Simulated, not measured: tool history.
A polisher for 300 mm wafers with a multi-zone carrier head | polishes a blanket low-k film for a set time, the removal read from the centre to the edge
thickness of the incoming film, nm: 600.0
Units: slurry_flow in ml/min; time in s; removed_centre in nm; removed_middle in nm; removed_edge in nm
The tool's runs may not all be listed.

{"run": 1, "day": 0.0, "slurry_flow": 180, "centre_zone": 1, "middle_zone": 1, "edge_zone": 1, "slurry_solids": 1, "time": 69, "removed_centre": 14.101, "removed_middle": 14.444, "removed_edge": 14.561}
{"run": 2, "day": 0.096, "slurry_flow": 180, "centre_zone": 1, "middle_zone": 1, "edge_zone": 0.95, "slurry_solids": 1, "time": 69, "removed_centre": 14.323, "removed_middle": 14.291, "removed_edge": 13.864}
{"run": 3, "day": 0.196, "slurry_flow": 170, "centre_zone": 0.98, "middle_zone": 1.02, "edge_zone": 0.98, "slurry_solids": 1, "time": 69, "removed_centre": 13.796, "removed_middle": 14.109, "removed_edge": 14.335}
{"run": 4, "day": 0.458, "slurry_flow": 170, "centre_zone": 0.98, "middle_zone": 1.02, "edge_zone": 1.05, "slurry_solids": 1, "time": 69, "removed_centre": 13.899, "removed_middle": 14.427, "removed_edge": 15.13}
{"run": 5, "day": 0.542, "slurry_flow": 170, "centre_zone": 1.01, "middle_zone": 1.02, "edge_zone": 1.05, "slurry_solids": 1, "time": 69, "removed_centre": 14.148, "removed_middle": 14.423, "removed_edge": 14.762}
{"day": 0.579, "done": "worn pad replaced by a new one"}
{"run": 6, "day": 0.579, "slurry_flow": 165, "centre_zone": 0.98, "middle_zone": 1.06, "edge_zone": 1.05, "slurry_solids": 1, "time": 69, "removed_centre": 15.63, "removed_middle": 16.724, "removed_edge": 16.592}
{"run": 7, "day": 0.746, "slurry_flow": 170, "centre_zone": 0.93, "middle_zone": 1.05, "edge_zone": 1.01, "slurry_solids": 1, "time": 69, "removed_centre": 15.065, "removed_middle": 16.725, "removed_edge": 16.572}
{"run": 8, "day": 1.038, "slurry_flow": 125, "centre_zone": 0.83, "middle_zone": 1.03, "edge_zone": 0.92, "slurry_solids": 0.85, "time": 69, "removed_centre": 11.291, "removed_middle": 13.841, "removed_edge": 13.115}

The next listed run, before its measurement:
{"run": 9, "day": 1.183, "slurry_flow": 145, "centre_zone": 0.84, "middle_zone": 1.03, "edge_zone": 0.94, "slurry_solids": 0.85, "time": 69, "removed_centre": "?", "removed_middle": "?", "removed_edge": "?"}

Run 9 gave removed_centre 12.034 nm, removed_middle 14.011 nm, removed_edge 13.705 nm.

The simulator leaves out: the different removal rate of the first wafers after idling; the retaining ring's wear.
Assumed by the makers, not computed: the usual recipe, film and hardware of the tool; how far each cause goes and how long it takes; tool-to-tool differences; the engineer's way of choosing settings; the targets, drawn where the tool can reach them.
